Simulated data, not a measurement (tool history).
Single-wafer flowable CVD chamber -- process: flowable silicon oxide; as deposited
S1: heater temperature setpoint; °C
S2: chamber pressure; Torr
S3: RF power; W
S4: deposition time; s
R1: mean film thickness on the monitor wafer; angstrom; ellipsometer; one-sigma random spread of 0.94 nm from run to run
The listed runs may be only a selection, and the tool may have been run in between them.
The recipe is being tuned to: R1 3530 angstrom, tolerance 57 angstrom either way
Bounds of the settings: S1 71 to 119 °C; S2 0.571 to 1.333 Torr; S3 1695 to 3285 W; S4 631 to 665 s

Run 1, hour 0: S1 95 °C, S2 0.952 Torr, S3 2490 W, S4 665 s. Result: R1 6326.2 angstrom.
Run 2, hour 2.3: S1 101 °C, S2 0.951 Torr, S3 2490 W, S4 665 s. Result: R1 5089.2 angstrom.
Run 3, hour 3.4: S1 101 °C, S2 0.951 Torr, S3 2490 W, S4 631 s. Result: R1 4843.7 angstrom.
Run 4, hour 5.9: S1 104 °C, S2 0.951 Torr, S3 2490 W, S4 631 s. Result: R1 4333.1 angstrom.
Run 5, hour 10: S1 106 °C, S2 0.951 Torr, S3 2490 W, S4 631 s. Result: R1 4006 angstrom.
Run 6, hour 13.5: S1 107 °C, S2 0.951 Torr, S3 2490 W, S4 631 s. Result: R1 3877.6 angstrom.
Run 7, hour 17.4: S1 108 °C, S2 0.951 Torr, S3 2490 W, S4 631 s. Result: R1 3741.9 angstrom.
Run 8, hour 20.2: S1 109 °C, S2 0.951 Torr, S3 2490 W, S4 631 s. Result: R1 3598.3 angstrom.

Which single option among these 5 for the next run brings every result within its allowed miss of target? Just one does.
Run A, hour 23: S1 110 °C, S2 0.934 Torr, S3 2620 W, S4 665 s. Result: R1 ?.
Run B, hour 23: S1 109 °C, S2 0.968 Torr, S3 2000 W, S4 656 s. Result: R1 ?.
Run C, hour 23: S1 117 °C, S2 1.208 Torr, S3 2420 W, S4 643 s. Result: R1 ?.
Run D, hour 23: S1 110 °C, S2 0.972 Torr, S3 2440 W, S4 652 s. Result: R1 ?.
Run E, hour 23: S1 111 °C, S2 1.035 Torr, S3 2615 W, S4 633 s. Result: R1 ?.

move      R1
   A  3639.3
   B  3711.6
   C  3511.5
   D  3676.1
   E  3699.6
A: moves away from the targets compared with the last run
B: moves away from the targets compared with the last run
C: in spec on every target
D: moves away from the targets compared with the last run
E: moves away from the targets compared with the last run
Correct choice: C, which meets every target
